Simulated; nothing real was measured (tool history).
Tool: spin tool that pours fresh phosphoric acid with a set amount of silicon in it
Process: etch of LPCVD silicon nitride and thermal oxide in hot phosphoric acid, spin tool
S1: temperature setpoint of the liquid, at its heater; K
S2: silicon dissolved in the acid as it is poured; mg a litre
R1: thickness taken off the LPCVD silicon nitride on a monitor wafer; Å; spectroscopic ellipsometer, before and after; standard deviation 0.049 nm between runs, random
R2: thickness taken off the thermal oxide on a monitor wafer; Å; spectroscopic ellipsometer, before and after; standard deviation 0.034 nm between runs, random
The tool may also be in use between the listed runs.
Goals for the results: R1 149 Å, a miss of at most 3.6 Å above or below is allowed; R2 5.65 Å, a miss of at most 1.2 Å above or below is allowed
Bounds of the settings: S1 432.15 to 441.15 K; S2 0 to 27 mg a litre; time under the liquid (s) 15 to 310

{"run": 1, "day": 0.0, "S1": 437.15, "S2": 12, "time under the liquid (s)": 160, "R1": 167.1, "R2": 5.2798}
{"run": 2, "day": 0.312, "S1": 436.65, "S2": 10.5, "time under the liquid (s)": 160, "R1": 163, "R2": 4.9508}
{"run": 3, "day": 0.425, "S1": 437.65, "S2": 10.5, "time under the liquid (s)": 160, "R1": 169.96, "R2": 4.737}
{"run": 4, "day": 0.762, "S1": 437.65, "S2": 10.5, "time under the liquid (s)": 205, "R1": 218.27, "R2": 7.3429}
{"run": 5, "day": 0.854, "S1": 437.65, "S2": 15, "time under the liquid (s)": 205, "R1": 216.82, "R2": 6.1504}
{"run": 6, "day": 1.075, "S1": 437.65, "S2": 15, "time under the liquid (s)": 160, "R1": 169.84, "R2": 4.9473}
{"run": 7, "day": 1.175, "S1": 437.65, "S2": 15, "time under the liquid (s)": 160, "R1": 170.54, "R2": 4.9051}
{"run": 8, "day": 1.375, "S1": 437.15, "S2": 13, "time under the liquid (s)": 160, "R1": 167.62, "R2": 4.8467}
{"run": 9, "day": 1.567, "S1": 436.65, "S2": 11, "time under the liquid (s)": 160, "R1": 163.73, "R2": 5.2918}
{"run": 10, "day": 1.596, "S1": 436.15, "S2": 11, "time under the liquid (s)": 160, "R1": 161.7, "R2": 4.6505}
{"run": 11, "day": 1.638, "S1": 436.15, "S2": 9.5, "time under the liquid (s)": 160, "R1": 161.44, "R2": 5.2495}
{"run": 12, "day": 1.688, "S1": 435.65, "S2": 9, "time under the liquid (s)": 160, "R1": 159.46, "R2": 4.7687}
{"run": 13, "day": 1.808, "S1": 435.65, "S2": 8, "time under the liquid (s)": 160, "R1": 158.74, "R2": 4.999}
{"run": 14, "day": 2.175, "S1": 435.65, "S2": 7, "time under the liquid (s)": 160, "R1": 158.99, "R2": 4.5034}
{"run": 15, "day": 2.35, "S1": 435.65, "S2": 9.5, "time under the liquid (s)": 160, "R1": 159.13, "R2": 4.2927}
{"run": 16, "day": 2.542, "S1": 435.65, "S2": 8.5, "time under the liquid (s)": 160, "R1": 159.18, "R2": 4.6749}

Pick the move, out of 4, that brings all results within their allowed miss; only one does.
{"run": "A", "day": 2.733, "S1": 437.65, "S2": 0, "time under the liquid (s)": 140, "R1": "?", "R2": "?"}
{"run": "B", "day": 2.733, "S1": 435.15, "S2": 9.5, "time under the liquid (s)": 180, "R1": "?", "R2": "?"}
{"run": "C", "day": 2.733, "S1": 440.65, "S2": 0, "time under the liquid (s)": 145, "R1": "?", "R2": "?"}
{"run": "D", "day": 2.733, "S1": 440.15, "S2": 8, "time under the liquid (s)": 150, "R1": "?", "R2": "?"}

move=A R1=148.4 R2=5.2374
move=B R1=175.66 R2=4.6414
move=C R1=169.53 R2=6.734
move=D R1=172.55 R2=5.7434
A: all results land within tolerance of their targets
B: the biggest miss grows against the last run
C: the biggest miss grows against the last run
D: the biggest miss grows against the last run
A meets every target.
